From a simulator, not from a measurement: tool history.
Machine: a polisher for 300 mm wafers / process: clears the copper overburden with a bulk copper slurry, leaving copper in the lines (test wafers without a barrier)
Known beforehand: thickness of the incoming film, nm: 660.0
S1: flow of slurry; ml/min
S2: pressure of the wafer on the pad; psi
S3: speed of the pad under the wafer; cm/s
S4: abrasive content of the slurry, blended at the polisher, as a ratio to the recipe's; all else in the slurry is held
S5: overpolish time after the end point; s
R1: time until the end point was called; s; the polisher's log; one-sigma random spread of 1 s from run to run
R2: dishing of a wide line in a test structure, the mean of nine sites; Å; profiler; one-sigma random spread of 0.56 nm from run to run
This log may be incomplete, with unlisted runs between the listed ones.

run 1 hour=0.0 | S1=245 S2=3.2 S3=116 S4=1.0 S5=29 | R1=52.171 R2=576.46
run 2 hour=2.7 | S1=245 S2=2.9 S3=114 S4=1.0 S5=31 | R1=56.801 R2=562.32
run 3 hour=6.9 | S1=245 S2=3.7 S3=114 S4=1.0 S5=31 | R1=47.830 R2=584.54
run 4 hour=11.4 | S1=245 S2=3.3 S3=114 S4=1.0 S5=31 | R1=50.534 R2=570.78
run 5 hour=18.8 | S1=245 S2=3.3 S3=114 S4=1.0 S5=25 | R1=51.872 R2=570.88
run 6 hour=27.7 | S1=245 S2=3.0 S3=110 S4=1.0 S5=28 | R1=59.463 R2=567.38
run 7 hour=32.4 | S1=245 S2=2.7 S3=110 S4=1.0 S5=27 | R1=62.817 R2=554.63

Forecast run 8:
run 8 hour=35.4 | S1=245 S2=2.6 S3=108 S4=1.0 S5=28 | R1=? R2=?

{"run 8": {"R1": 64.639, "R2": 546.97}}

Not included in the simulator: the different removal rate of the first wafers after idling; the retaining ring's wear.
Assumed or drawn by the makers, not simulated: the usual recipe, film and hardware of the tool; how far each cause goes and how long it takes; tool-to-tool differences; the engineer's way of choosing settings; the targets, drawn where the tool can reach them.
